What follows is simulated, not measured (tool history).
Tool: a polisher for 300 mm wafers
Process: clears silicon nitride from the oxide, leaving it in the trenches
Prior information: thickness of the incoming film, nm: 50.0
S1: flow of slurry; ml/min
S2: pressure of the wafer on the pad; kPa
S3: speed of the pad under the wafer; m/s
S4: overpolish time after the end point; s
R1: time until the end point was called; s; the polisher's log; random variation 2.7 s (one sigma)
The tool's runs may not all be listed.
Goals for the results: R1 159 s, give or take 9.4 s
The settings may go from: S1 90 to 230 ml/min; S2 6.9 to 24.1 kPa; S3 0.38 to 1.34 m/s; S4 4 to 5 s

run,day,S1,S2,S3,S4,R1
1,0,150,15.2,0.86,5,98.885
2,0.054,150,15.2,0.86,4,101.42
3,0.412,150,15.2,0.76,4,110.51
4,0.625,150,15.2,0.76,4,112.41
5,0.971,150,15.2,0.76,5,111.08
6,1.254,115,15.2,0.76,5,116.77
7,1.308,115,13.8,0.76,5,127.45
8,1.358,115,13.1,0.76,5,134.81
9,1.558,115,12.4,0.76,5,140.28
10,1.742,115,10.3,0.74,5,168.82

Exercise: of the 4 proposed moves below, exactly one satisfies all targets within the stated allowed misses. Which move is it?
A,1.925,120,12.4,0.74,4,?
B,1.925,95,12.4,0.7,4,?
C,1.925,90,11,0.96,4,?
D,1.925,130,11.7,0.76,4,?

move,R1
A,138.5
B,153.57
C,140.06
D,141.01
A: pushes the last run's worst result past its target
B: every result lands within tolerance
C: pushes the last run's worst result past its target
D: pushes the last run's worst result past its target
So the answer is move B, the one that meets all the targets.

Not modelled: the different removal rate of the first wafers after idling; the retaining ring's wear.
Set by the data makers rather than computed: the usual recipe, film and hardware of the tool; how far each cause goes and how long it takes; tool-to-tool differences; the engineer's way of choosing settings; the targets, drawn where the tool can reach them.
